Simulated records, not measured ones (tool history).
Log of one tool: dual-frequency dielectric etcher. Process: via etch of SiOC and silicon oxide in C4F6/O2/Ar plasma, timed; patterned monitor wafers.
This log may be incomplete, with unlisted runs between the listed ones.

| run | hour | source power (kW) | bias power (kW) | etch time (s) | mean etch depth across the wafer (Å) |
|---|---|---|---|---|---|
| 1 | 0.0 | 0.270 | 0.169 | 66.0 | 605.65 |
| 2 | 5.9 | 0.270 | 0.169 | 66.0 | 605.84 |
| 3 | 9.1 | 0.270 | 0.169 | 66.0 | 605.53 |
| 4 | 14.2 | 0.250 | 0.169 | 66.0 | 592.24 |
| 5 | 19.3 | 0.260 | 0.170 | 66.0 | 599.82 |
| 6 | 27.2 | 0.270 | 0.171 | 66.0 | 609.35 |
| 7 | 34.0 | 0.280 | 0.171 | 66.0 | 618.17 |
| 8 | 41.5 | 0.290 | 0.171 | 66.0 | 630.20 |

Run 9 comes next. What will it give?
| 9 | 45.5 | 0.300 | 0.171 | 66.0 | ? |

mean etch depth across the wafer (Å): 636.60

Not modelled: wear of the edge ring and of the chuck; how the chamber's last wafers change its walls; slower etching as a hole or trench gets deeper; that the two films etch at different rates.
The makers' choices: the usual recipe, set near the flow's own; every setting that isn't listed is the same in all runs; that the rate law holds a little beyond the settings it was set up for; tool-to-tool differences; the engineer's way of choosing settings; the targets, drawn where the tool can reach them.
